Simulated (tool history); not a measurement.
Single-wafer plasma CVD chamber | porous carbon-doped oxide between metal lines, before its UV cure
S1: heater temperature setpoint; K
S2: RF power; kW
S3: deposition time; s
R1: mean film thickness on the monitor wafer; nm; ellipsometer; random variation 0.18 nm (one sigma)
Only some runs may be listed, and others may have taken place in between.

run 1 hour=0 | S1=558.15 S2=0.425 S3=15.7 | R1=81.307
run 2 hour=5.8 | S1=549.15 S2=0.425 S3=15.7 | R1=85.344
run 3 hour=9.1 | S1=549.15 S2=0.475 S3=15.7 | R1=94.159
run 4 hour=15.6 | S1=552.15 S2=0.47 S3=15.7 | R1=91.334
run 5 hour=22.8 | S1=555.15 S2=0.465 S3=15.7 | R1=89.468
-- hour=27.2 thermocouple changed; heater temperature recalibrated
run 6 hour=27.2 | S1=557.15 S2=0.46 S3=15.7 | R1=89.716
run 7 hour=31.1 | S1=558.15 S2=0.45 S3=15.7 | R1=88.232
run 8 hour=36.7 | S1=558.15 S2=0.44 S3=15.7 | R1=86.639
run 9 hour=44.5 | S1=558.15 S2=0.43 S3=15.7 | R1=84.752
run 10 hour=52.4 | S1=559.15 S2=0.425 S3=15.7 | R1=83.474

Run 11 comes next. What will it give?
run 11 hour=55.2 | S1=560.15 S2=0.42 S3=15.7 | R1=?

Run 11 came out at R1 81.97 nm.
